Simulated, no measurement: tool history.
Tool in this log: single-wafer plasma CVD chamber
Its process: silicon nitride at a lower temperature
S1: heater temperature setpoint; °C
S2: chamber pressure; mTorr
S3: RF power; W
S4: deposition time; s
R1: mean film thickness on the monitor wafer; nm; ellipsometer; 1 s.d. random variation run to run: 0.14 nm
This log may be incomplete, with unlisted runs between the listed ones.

{"run": 1, "hour": 0.0, "S1": 335, "S2": 1950, "S3": 370, "S4": 42.8, "R1": 54.493}
{"run": 2, "hour": 8.2, "S1": 335, "S2": 2000, "S3": 375, "S4": 42.8, "R1": 55.158}
{"run": 3, "hour": 16.5, "S1": 340, "S2": 2000, "S3": 375, "S4": 42.8, "R1": 54.961}
{"run": 4, "hour": 20.5, "S1": 340, "S2": 2050, "S3": 380, "S4": 42.8, "R1": 55.461}
{"run": 5, "hour": 24.3, "S1": 340, "S2": 2050, "S3": 400, "S4": 42.8, "R1": 57.047}
{"hour": 30.8, "done": "thermocouple changed; heater temperature recalibrated"}
{"run": 6, "hour": 30.8, "S1": 340, "S2": 2080, "S3": 400, "S4": 42.8, "R1": 57.024}

Run 7 is up next; what results do you expect?
{"run": 7, "hour": 35.4, "S1": 340, "S2": 2110, "S3": 405, "S4": 42.8, "R1": "?"}

R1: 57.843 nm

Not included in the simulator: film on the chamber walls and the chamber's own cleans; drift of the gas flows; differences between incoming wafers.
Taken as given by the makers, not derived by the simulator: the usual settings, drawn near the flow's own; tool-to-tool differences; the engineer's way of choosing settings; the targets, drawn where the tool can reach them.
